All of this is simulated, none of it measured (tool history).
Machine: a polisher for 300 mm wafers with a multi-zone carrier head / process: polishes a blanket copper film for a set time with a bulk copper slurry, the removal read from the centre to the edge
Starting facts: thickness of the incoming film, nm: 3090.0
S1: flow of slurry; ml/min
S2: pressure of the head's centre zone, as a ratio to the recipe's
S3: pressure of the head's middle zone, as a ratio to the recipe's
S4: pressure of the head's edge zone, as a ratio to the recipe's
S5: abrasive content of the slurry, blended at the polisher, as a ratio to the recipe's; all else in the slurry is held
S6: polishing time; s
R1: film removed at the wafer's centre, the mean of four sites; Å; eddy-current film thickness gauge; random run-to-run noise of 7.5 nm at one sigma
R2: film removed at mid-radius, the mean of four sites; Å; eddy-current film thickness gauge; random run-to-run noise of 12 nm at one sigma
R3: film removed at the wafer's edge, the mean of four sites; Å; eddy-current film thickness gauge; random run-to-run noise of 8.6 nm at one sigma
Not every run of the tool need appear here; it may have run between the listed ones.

run 1 hour=0 | S1=155 S2=1 S3=1 S4=1 S5=1 S6=53 | R1=5577.1 R2=5757.4 R3=5573.6
run 2 hour=1.8 | S1=155 S2=1 S3=0.93 S4=1 S5=1 S6=53 | R1=5492.2 R2=5374.8 R3=5545.3
run 3 hour=4 | S1=155 S2=1.04 S3=0.93 S4=1 S5=1 S6=53 | R1=5821.3 R2=5511.7 R3=5636.8
run 4 hour=5.5 | S1=155 S2=1.1 S3=0.93 S4=1 S5=1 S6=53 | R1=6208.8 R2=5468 R3=5685.1
run 5 hour=8 | S1=155 S2=1.09 S3=0.94 S4=1.02 S5=1.05 S6=55 | R1=6387.5 R2=5745.2 R3=5937.4
run 6 hour=13.7 | S1=155 S2=1.09 S3=0.94 S4=0.97 S5=1.05 S6=55 | R1=6359.6 R2=5823.4 R3=5784.2

Run 7 comes next. What will it give?
run 7 hour=20.8 | S1=155 S2=1.08 S3=0.95 S4=0.99 S5=1.1 S6=57 | R1=? R2=? R3=?

R1: 6690.3 Å
R2: 6133.9 Å
R3: 6160.4 Å
